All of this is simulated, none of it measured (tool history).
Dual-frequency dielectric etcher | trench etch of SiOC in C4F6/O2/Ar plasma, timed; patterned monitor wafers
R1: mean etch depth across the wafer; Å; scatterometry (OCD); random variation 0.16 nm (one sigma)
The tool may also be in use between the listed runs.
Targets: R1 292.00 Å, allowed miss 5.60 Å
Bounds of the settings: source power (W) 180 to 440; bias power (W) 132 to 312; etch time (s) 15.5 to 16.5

Run 1, hour 0.0: source power (W) 310, bias power (W) 222, etch time (s) 16.5. Result: R1 340.59 Å.
Run 2, hour 6.7: source power (W) 370, bias power (W) 222, etch time (s) 16.5. Result: R1 364.87 Å.
Run 3, hour 12.3: source power (W) 330, bias power (W) 215, etch time (s) 16.5. Result: R1 344.63 Å.
Run 4, hour 17.5: source power (W) 330, bias power (W) 215, etch time (s) 16.5. Result: R1 341.66 Å.
Run 5, hour 18.1: source power (W) 300, bias power (W) 211, etch time (s) 16.5. Result: R1 327.05 Å.
Run 6, hour 23.8: source power (W) 280, bias power (W) 209, etch time (s) 16.5. Result: R1 315.71 Å.
Run 7, hour 32.6: source power (W) 270, bias power (W) 208, etch time (s) 16.5. Result: R1 312.79 Å.
Run 8, hour 37.6: source power (W) 260, bias power (W) 207, etch time (s) 16.5. Result: R1 305.70 Å.
Run 9, hour 42.8: source power (W) 250, bias power (W) 206, etch time (s) 16.5. Result: R1 301.45 Å.
Run 10, hour 48.1: source power (W) 220, bias power (W) 202, etch time (s) 16.5. Result: R1 282.39 Å.

Which of these 4 next moves meets every target?
Run A, hour 53.4: source power (W) 270, bias power (W) 172, etch time (s) 16.5. Result: R1 ?.
Run B, hour 53.4: source power (W) 190, bias power (W) 227, etch time (s) 16.5. Result: R1 ?.
Run C, hour 53.4: source power (W) 250, bias power (W) 177, etch time (s) 16.5. Result: R1 ?.
Run D, hour 53.4: source power (W) 210, bias power (W) 216, etch time (s) 16.0. Result: R1 ?.

move      R1
   A  291.27
   B  278.29
   C  284.82
   D  276.50
A: meets every target
B: further off than the last run
C: nearer than the last run, and not there yet
D: further off than the last run
The right move is A.

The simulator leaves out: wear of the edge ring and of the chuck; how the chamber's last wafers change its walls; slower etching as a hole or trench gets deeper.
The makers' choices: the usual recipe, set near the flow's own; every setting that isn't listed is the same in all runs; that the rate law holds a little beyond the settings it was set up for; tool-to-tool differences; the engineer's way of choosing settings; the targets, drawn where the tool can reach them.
